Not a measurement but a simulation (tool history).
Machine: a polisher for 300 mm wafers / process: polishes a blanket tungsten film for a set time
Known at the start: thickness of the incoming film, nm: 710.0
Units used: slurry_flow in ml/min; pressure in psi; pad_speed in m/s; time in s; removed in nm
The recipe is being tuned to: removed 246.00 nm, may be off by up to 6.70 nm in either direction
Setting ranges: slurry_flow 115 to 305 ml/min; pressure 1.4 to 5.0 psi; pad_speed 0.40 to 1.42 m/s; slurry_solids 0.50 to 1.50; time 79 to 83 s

run  hour  slurry_flow  pressure  pad_speed  slurry_solids  time  removed
  1   0.0          195       3.2       0.90           1.00    79   316.50
  2   0.9          170       3.2       0.90           1.00    79   305.58
  3   7.6          165       3.1       0.90           1.00    79   300.56
  4  10.5          165       3.0       0.90           1.00    79   290.07
  5  15.2          165       3.0       0.90           0.80    79   265.99
  6  21.8          165       3.0       0.90           0.95    79   283.34
  7  26.2          155       2.8       0.90           0.95    79   260.23
  8  31.5          155       2.8       0.90           0.95    79   264.20

Pick the move, out of 4, that brings all results within their allowed miss; only one does.
  A  36.8          175       4.1       0.64           0.75    83        ?
  B  36.8          160       2.6       0.88           0.90    83        ?
  C  36.8          155       2.6       1.06           1.00    79        ?
  D  36.8          185       2.6       0.96           0.95    82        ?

move  removed
   A   272.06
   B   250.74
   C   295.15
   D   281.81
A: further off than the last run
B: all results land within tolerance of their targets
C: further off than the last run
D: further off than the last run
The right move is B.
